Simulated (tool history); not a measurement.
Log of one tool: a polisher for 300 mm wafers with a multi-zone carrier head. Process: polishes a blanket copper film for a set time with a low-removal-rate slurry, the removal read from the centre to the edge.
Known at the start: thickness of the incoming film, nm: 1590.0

| run | hour | flow of slurry (ml/min) | pressure of the head's centre zone | pressure of the head's middle zone | pressure of the head's edge zone | abrasive content of the slurry | polishing time (s) | film removed at the wafer's centre (Å) | film removed at mid-radius (Å) | film removed at the wafer's edge (Å) |
|---|---|---|---|---|---|---|---|---|---|---|
| 1 | 0 | 305 | 1 | 1 | 1 | 1 | 83 | 2343.6 | 2305.4 | 2328 |
| 2 | 4.1 | 305 | 1.01 | 1.01 | 0.96 | 0.9 | 75 | 2065.9 | 2018.9 | 2006.6 |
| 3 | 9.5 | 305 | 1.02 | 1.03 | 0.93 | 0.8 | 70 | 1887.2 | 1817.9 | 1798.2 |
| 4 | 14.3 | 305 | 1.03 | 1.06 | 0.9 | 0.75 | 67 | 1785.7 | 1728.8 | 1661.9 |
| 5 | 20.9 | 305 | 1.03 | 1.09 | 0.88 | 0.7 | 66 | 1754 | 1755.6 | 1617.2 |
| 6 | 26.2 | 305 | 1.03 | 1.09 | 0.88 | 0.8 | 66 | 1834.3 | 1750.6 | 1645.2 |
| 7 | 34.6 | 305 | 1.03 | 1.1 | 0.86 | 0.75 | 64 | 1708.2 | 1693.5 | 1545.7 |
| 8 | 42.6 | 300 | 1.03 | 1.11 | 0.85 | 0.7 | 63 | 1663.2 | 1699.4 | 1506.3 |

Run 9 comes next. What will it give?
| 9 | 48.1 | 290 | 1.04 | 1.07 | 0.81 | 0.5 | 58 | ? | ? | ? |

{"run 9": {"film removed at the wafer's centre (Å)": 1410.9, "film removed at mid-radius (Å)": 1426.4, "film removed at the wafer's edge (Å)": 1243.6}}
